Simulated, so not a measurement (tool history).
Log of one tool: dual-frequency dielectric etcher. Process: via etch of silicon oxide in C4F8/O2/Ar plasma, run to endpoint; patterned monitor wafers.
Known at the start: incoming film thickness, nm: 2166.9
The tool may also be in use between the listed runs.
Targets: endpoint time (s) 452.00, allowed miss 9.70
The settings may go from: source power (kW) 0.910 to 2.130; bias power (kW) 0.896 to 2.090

run	hour	source power (kW)	bias power (kW)	endpoint time (s)
1	0.0	1.520	1.493	518.24
2	7.3	1.520	1.288	537.46
3	11.4	1.620	1.321	522.33
4	17.0	1.620	1.548	500.56
# hour 18.2: source power generator calibrated
5	18.2	1.820	1.548	475.38
6	24.1	1.820	1.299	494.40
7	29.6	1.870	1.316	489.67
8	31.0	1.910	1.337	481.39

Which of these 4 next moves meets every target?
A	32.4	2.130	1.609	?
B	32.4	2.020	1.550	?
C	32.4	1.870	1.494	?
D	32.4	2.130	1.642	?

move	endpoint time (s)
A	439.74
B	453.79
C	472.84
D	437.37
A: takes the result that was furthest off past its target
B: meets every target
C: nearer than the last run, and not there yet
D: takes the result that was furthest off past its target
Move B is the one to make.
